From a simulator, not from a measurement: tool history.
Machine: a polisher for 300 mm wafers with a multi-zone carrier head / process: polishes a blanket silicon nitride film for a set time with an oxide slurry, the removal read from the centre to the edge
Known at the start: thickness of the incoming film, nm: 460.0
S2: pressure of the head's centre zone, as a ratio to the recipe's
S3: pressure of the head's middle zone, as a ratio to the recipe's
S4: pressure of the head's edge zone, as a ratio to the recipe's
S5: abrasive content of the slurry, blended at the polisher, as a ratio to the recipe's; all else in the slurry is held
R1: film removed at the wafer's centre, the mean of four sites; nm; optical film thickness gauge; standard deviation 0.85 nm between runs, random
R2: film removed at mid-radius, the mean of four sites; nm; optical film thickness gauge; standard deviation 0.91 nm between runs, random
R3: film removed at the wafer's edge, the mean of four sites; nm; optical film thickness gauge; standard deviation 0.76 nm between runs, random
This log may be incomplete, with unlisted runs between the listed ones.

{"run": 1, "hour": 0.0, "flow of slurry (ml/min)": 200, "S2": 1.0, "S3": 1.0, "S4": 1.0, "S5": 1.0, "polishing time (s)": 50, "R1": 51.241, "R2": 50.314, "R3": 51.615}
{"run": 2, "hour": 4.4, "flow of slurry (ml/min)": 210, "S2": 1.03, "S3": 1.06, "S4": 0.98, "S5": 1.05, "polishing time (s)": 50, "R1": 54.369, "R2": 56.029, "R3": 52.267}
{"run": 3, "hour": 12.6, "flow of slurry (ml/min)": 220, "S2": 1.06, "S3": 1.09, "S4": 0.99, "S5": 1.1, "polishing time (s)": 50, "R1": 58.023, "R2": 60.43, "R3": 53.513}
{"run": 4, "hour": 14.5, "flow of slurry (ml/min)": 220, "S2": 1.06, "S3": 1.09, "S4": 1.06, "S5": 1.1, "polishing time (s)": 50, "R1": 58.248, "R2": 58.732, "R3": 55.972}
{"run": 5, "hour": 17.3, "flow of slurry (ml/min)": 220, "S2": 1.06, "S3": 1.09, "S4": 1.06, "S5": 1.1, "polishing time (s)": 44, "R1": 52.966, "R2": 52.663, "R3": 48.946}
{"run": 6, "hour": 23.8, "flow of slurry (ml/min)": 220, "S2": 1.06, "S3": 1.09, "S4": 1.11, "S5": 1.1, "polishing time (s)": 44, "R1": 50.753, "R2": 52.753, "R3": 49.456}
{"run": 7, "hour": 29.4, "flow of slurry (ml/min)": 255, "S2": 1.11, "S3": 1.19, "S4": 1.05, "S5": 1.35, "polishing time (s)": 45, "R1": 60.54, "R2": 63.66, "R3": 54.568}
{"run": 8, "hour": 30.9, "flow of slurry (ml/min)": 260, "S2": 1.11, "S3": 1.19, "S4": 1.03, "S5": 1.4, "polishing time (s)": 45, "R1": 61.661, "R2": 65.229, "R3": 55.768}

Run 9 has not been measured yet. What should we expect?
{"run": 9, "hour": 39.3, "flow of slurry (ml/min)": 260, "S2": 1.11, "S3": 1.19, "S4": 1.01, "S5": 1.4, "polishing time (s)": 45, "R1": "?", "R2": "?", "R3": "?"}

R1: 61.561 nm
R2: 64.627 nm
R3: 54.490 nm
